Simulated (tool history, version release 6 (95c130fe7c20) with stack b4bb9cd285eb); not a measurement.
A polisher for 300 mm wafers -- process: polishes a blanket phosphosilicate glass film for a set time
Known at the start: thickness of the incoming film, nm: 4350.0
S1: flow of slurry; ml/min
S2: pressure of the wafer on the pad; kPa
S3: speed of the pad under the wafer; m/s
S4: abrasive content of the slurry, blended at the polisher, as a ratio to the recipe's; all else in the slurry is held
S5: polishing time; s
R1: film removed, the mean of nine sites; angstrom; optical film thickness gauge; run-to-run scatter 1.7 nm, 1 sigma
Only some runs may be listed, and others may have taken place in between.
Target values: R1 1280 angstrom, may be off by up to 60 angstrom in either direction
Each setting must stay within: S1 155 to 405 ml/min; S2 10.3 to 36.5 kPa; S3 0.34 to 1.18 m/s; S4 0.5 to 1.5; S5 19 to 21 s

Run 1, hour 0: S1 260 ml/min, S2 23.4 kPa, S3 0.76 m/s, S4 1, S5 21 s. Result: R1 1688.9 angstrom.
Run 2, hour 0.7: S1 260 ml/min, S2 23.4 kPa, S3 0.9 m/s, S4 1, S5 21 s. Result: R1 1891.7 angstrom.
Run 3, hour 9.1: S1 260 ml/min, S2 22.1 kPa, S3 0.9 m/s, S4 1, S5 21 s. Result: R1 1774.3 angstrom.
Run 4, hour 17.8: S1 310 ml/min, S2 22.1 kPa, S3 0.9 m/s, S4 1, S5 21 s. Result: R1 1804.2 angstrom.
Run 5, hour 23.5: S1 310 ml/min, S2 22.1 kPa, S3 1 m/s, S4 1, S5 21 s. Result: R1 1969.9 angstrom.
Run 6, hour 31.5: S1 310 ml/min, S2 22.1 kPa, S3 1 m/s, S4 0.9, S5 21 s. Result: R1 1895.5 angstrom.
Run 7, hour 38.2: S1 310 ml/min, S2 20.7 kPa, S3 1 m/s, S4 0.9, S5 21 s. Result: R1 1805.5 angstrom.
Run 8, hour 45.7: S1 310 ml/min, S2 19.3 kPa, S3 1 m/s, S4 0.9, S5 21 s. Result: R1 1665.3 angstrom.
Run 9, hour 47.1: S1 310 ml/min, S2 17.9 kPa, S3 1 m/s, S4 0.9, S5 21 s. Result: R1 1568.2 angstrom.
Run 10, hour 51.4: S1 310 ml/min, S2 17.2 kPa, S3 1 m/s, S4 0.9, S5 21 s. Result: R1 1493.7 angstrom.
Run 11, hour 59.4: S1 310 ml/min, S2 16.5 kPa, S3 1 m/s, S4 0.9, S5 21 s. Result: R1 1436.9 angstrom.
Run 12, hour 65.4: S1 310 ml/min, S2 15.9 kPa, S3 1 m/s, S4 0.9, S5 21 s. Result: R1 1369.6 angstrom.

5 next moves are on the table. One of them brings every result within its allowed miss. Which?
Run A, hour 71.4: S1 265 ml/min, S2 15.9 kPa, S3 1.04 m/s, S4 0.7, S5 20 s. Result: R1 ?.
Run B, hour 71.4: S1 365 ml/min, S2 18.6 kPa, S3 1.04 m/s, S4 0.8, S5 19 s. Result: R1 ?.
Run C, hour 71.4: S1 330 ml/min, S2 15.2 kPa, S3 1.08 m/s, S4 0.9, S5 19 s. Result: R1 ?.
Run D, hour 71.4: S1 280 ml/min, S2 17.2 kPa, S3 1.02 m/s, S4 0.9, S5 21 s. Result: R1 ?.
Run E, hour 71.4: S1 295 ml/min, S2 13.1 kPa, S3 1.1 m/s, S4 1, S5 19 s. Result: R1 ?.

move      R1
   A  1150.1
   B  1414.3
   C  1257.7
   D  1474.7
   E  1152.8
A: pushes the last run's worst result past its target
B: lands further from the targets than the last run did
C: each result inside its tolerance
D: lands further from the targets than the last run did
E: pushes the last run's worst result past its target
The move that meets every target is C.

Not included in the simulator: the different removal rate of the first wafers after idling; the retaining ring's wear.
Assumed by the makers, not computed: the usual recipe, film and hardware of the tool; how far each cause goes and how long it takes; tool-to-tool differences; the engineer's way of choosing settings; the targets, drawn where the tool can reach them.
